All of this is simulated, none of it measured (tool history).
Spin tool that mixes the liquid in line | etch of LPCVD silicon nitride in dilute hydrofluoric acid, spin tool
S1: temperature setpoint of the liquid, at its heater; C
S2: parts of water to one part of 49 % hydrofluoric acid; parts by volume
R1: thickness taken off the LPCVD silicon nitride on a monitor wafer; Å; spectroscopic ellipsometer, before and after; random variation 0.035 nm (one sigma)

Run 1, day 0.000: S1 22.0 C, S2 120 parts by volume, time under the liquid (s) 285. Result: R1 12.4660 Å.
Run 2, day 0.133: S1 21.0 C, S2 130 parts by volume, time under the liquid (s) 285. Result: R1 10.7550 Å.
Run 3, day 0.471: S1 21.0 C, S2 105 parts by volume, time under the liquid (s) 285. Result: R1 14.0640 Å.
Run 4, day 0.562: S1 20.5 C, S2 120 parts by volume, time under the liquid (s) 285. Result: R1 11.5220 Å.
Run 5, day 0.917: S1 23.5 C, S2 120 parts by volume, time under the liquid (s) 285. Result: R1 13.7340 Å.
Run 6, day 1.021: S1 22.5 C, S2 135 parts by volume, time under the liquid (s) 285. Result: R1 12.4380 Å.
Run 7, day 1.229: S1 21.5 C, S2 145 parts by volume, time under the liquid (s) 285. Result: R1 10.3360 Å.
Run 8, day 1.271: S1 21.0 C, S2 155 parts by volume, time under the liquid (s) 285. Result: R1 9.7308 Å.

Run 9 comes next. What will it give?
Run 9, day 1.458: S1 20.5 C, S2 165 parts by volume, time under the liquid (s) 285. Result: R1 ?.

R1: 8.3065 Å

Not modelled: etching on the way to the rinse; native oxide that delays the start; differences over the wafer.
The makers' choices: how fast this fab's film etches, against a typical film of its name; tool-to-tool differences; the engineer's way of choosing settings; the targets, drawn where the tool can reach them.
